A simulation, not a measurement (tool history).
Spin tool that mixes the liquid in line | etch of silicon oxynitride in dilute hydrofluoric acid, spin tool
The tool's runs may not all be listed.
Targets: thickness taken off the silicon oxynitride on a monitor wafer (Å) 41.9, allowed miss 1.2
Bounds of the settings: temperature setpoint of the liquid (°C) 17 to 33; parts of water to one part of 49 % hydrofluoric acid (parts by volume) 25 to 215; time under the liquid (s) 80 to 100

run	hour	temperature setpoint of the liquid (°C)	parts of water to one part of 49 % hydrofluoric acid (parts by volume)	time under the liquid (s)	thickness taken off the silicon oxynitride on a monitor wafer (Å)
1	0	25	120	100	19.334
2	6.9	25	85	100	28.271
3	15.5	26	85	100	28.976
4	24.1	27	85	100	30.688
5	26	27.5	85	100	31.236
6	27.9	27.5	85	100	31.128
7	28.9	27.5	85	100	31.134
8	31.7	28	85	100	31.821
9	32.5	28.5	85	100	32.952

Which of these 4 next moves meets every target?
A	33.3	29	70	100	?
B	33.3	27.5	65	95	?
C	33.3	28.5	70	95	?
D	33.3	31	75	90	?

move	thickness taken off the silicon oxynitride on a monitor wafer (Å)
A	41.803
B	40.078
C	38.804
D	38.28
A: meets every target
B: nearer than the last run, and not there yet
C: nearer than the last run, and not there yet
D: nearer than the last run, and not there yet
The right move is A.

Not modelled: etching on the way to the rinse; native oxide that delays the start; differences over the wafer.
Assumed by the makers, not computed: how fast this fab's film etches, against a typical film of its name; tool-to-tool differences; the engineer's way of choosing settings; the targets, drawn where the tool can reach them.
